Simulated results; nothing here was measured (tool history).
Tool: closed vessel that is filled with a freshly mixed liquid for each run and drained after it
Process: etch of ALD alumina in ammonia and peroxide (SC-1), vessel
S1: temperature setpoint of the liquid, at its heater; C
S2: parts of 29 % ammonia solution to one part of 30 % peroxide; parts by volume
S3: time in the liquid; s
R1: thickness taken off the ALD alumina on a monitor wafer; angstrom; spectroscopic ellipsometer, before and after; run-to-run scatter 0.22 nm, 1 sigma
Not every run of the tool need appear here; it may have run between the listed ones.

Run 1, hour 0.0: S1 60 C, S2 0.65 parts by volume, S3 375 s. Result: R1 282.48 angstrom.
Run 2, hour 5.2: S1 60 C, S2 0.80 parts by volume, S3 375 s. Result: R1 288.51 angstrom.
Run 3, hour 7.4: S1 60 C, S2 0.80 parts by volume, S3 375 s. Result: R1 289.66 angstrom.
Run 4, hour 9.4: S1 61 C, S2 0.80 parts by volume, S3 375 s. Result: R1 301.45 angstrom.
Run 5, hour 10.3: S1 62 C, S2 0.80 parts by volume, S3 375 s. Result: R1 319.61 angstrom.
Run 6, hour 18.3: S1 62 C, S2 0.80 parts by volume, S3 395 s. Result: R1 334.94 angstrom.

Run 7, settings as shown, results not yet in. Your forecast:
Run 7, hour 26.8: S1 62 C, S2 0.80 parts by volume, S3 395 s. Result: R1 ?.

{"run 7": {"R1": 335.36}}

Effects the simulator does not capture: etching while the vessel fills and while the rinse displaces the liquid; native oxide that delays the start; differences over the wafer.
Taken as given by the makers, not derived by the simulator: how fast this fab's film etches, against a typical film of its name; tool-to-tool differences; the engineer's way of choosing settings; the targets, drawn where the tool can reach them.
